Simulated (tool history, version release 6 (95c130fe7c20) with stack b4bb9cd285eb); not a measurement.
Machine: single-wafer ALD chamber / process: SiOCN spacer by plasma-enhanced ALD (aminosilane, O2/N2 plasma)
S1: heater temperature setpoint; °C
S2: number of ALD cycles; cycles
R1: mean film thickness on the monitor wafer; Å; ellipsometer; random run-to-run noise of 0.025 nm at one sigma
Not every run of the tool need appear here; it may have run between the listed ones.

run,day,S1,S2,R1
1,0.000,425,71,36.669
2,0.071,422,73,38.019
3,0.450,431,73,37.472
4,0.550,430,75,38.716
5,0.696,429,77,39.596
6,0.996,428,78,40.221
7,1.346,427,79,40.644

What will run 8 give?
8,1.683,427,80,?

For run 8 the tool returned R1 41.474 Å.
